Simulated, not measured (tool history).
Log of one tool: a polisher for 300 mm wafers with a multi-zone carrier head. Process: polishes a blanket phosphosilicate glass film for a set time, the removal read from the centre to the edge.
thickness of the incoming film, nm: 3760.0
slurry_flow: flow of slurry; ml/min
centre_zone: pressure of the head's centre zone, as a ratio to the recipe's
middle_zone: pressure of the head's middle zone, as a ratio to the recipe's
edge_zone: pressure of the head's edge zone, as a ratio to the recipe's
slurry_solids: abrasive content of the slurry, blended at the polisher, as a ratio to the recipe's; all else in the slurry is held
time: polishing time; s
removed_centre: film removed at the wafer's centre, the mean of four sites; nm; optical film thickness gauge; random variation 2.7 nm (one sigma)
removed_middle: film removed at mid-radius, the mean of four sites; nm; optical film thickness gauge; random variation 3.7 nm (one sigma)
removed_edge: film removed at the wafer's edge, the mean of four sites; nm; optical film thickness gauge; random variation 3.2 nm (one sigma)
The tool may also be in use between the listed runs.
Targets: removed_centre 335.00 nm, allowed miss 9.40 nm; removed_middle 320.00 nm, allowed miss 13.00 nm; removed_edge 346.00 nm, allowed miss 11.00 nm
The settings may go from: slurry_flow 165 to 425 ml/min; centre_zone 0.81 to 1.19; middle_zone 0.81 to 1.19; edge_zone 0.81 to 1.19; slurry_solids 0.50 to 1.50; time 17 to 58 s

run	hour	slurry_flow	centre_zone	middle_zone	edge_zone	slurry_solids	time	removed_centre	removed_middle	removed_edge
1	0.0	275	1.00	1.00	1.00	1.00	37	259.43	251.16	256.78
2	4.1	275	1.00	1.00	1.00	1.00	42	291.47	282.43	292.36
3	9.8	285	1.02	1.01	1.05	1.05	42	309.65	292.98	305.60
4	18.3	290	1.02	1.01	1.09	1.10	42	312.95	306.37	322.40
5	22.8	300	1.03	1.01	1.11	1.10	42	318.10	299.95	323.74
6	30.9	305	1.04	1.02	1.13	1.10	42	320.51	312.49	326.24
# hour 35.5: worn pad replaced by a new one
7	35.5	310	1.05	1.01	1.15	1.10	42	363.12	346.45	368.06
8	36.6	285	1.05	1.01	1.15	1.10	42	359.89	336.91	361.78

4 next moves are on the table. One of them brings every result within its allowed miss. Which?
A	37.7	315	1.02	1.00	1.15	1.10	40	?	?	?
B	37.7	255	1.01	0.89	1.19	1.30	40	?	?	?
C	37.7	295	1.19	1.10	1.15	0.95	45	?	?	?
D	37.7	260	1.14	0.99	1.14	1.30	41	?	?	?

move	removed_centre	removed_middle	removed_edge
A	334.70	318.34	347.55
B	348.16	304.66	374.47
C	391.68	358.05	361.81
D	392.35	340.84	375.54
A: meets every target
B: as far off as the last run
C: further off than the last run
D: further off than the last run
The right move is A.
